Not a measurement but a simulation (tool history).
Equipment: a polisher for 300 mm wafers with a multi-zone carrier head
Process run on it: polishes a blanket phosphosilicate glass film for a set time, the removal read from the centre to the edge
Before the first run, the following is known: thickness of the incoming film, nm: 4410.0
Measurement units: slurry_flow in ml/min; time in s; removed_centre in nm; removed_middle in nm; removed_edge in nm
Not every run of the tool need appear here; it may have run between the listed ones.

| run | day | slurry_flow | centre_zone | middle_zone | edge_zone | slurry_solids | time | removed_centre | removed_middle | removed_edge |
|---|---|---|---|---|---|---|---|---|---|---|
| 1 | 0.000 | 205 | 1.00 | 1.00 | 1.00 | 1.0 | 49 | 357.59 | 363.96 | 362.67 |
| 2 | 0.117 | 205 | 1.00 | 0.96 | 1.00 | 1.0 | 49 | 363.68 | 362.16 | 367.78 |
| 3 | 0.142 | 195 | 1.00 | 0.92 | 1.02 | 1.0 | 49 | 362.04 | 337.74 | 370.89 |
| 4 | 0.433 | 145 | 1.00 | 0.92 | 1.02 | 1.0 | 49 | 340.01 | 318.30 | 357.82 |
|  | 0.667 | worn pad replaced by a new one |
| 5 | 0.667 | 125 | 1.00 | 0.92 | 1.02 | 1.0 | 49 | 363.48 | 341.68 | 385.84 |
| 6 | 0.775 | 130 | 1.00 | 0.91 | 1.02 | 1.0 | 49 | 373.57 | 352.61 | 393.63 |

The next listed run, before its measurement:
| 7 | 0.846 | 140 | 1.00 | 0.90 | 1.03 | 1.0 | 49 | ? | ? | ? |

removed_centre: 384.91 nm
removed_middle: 358.48 nm
removed_edge: 401.97 nm
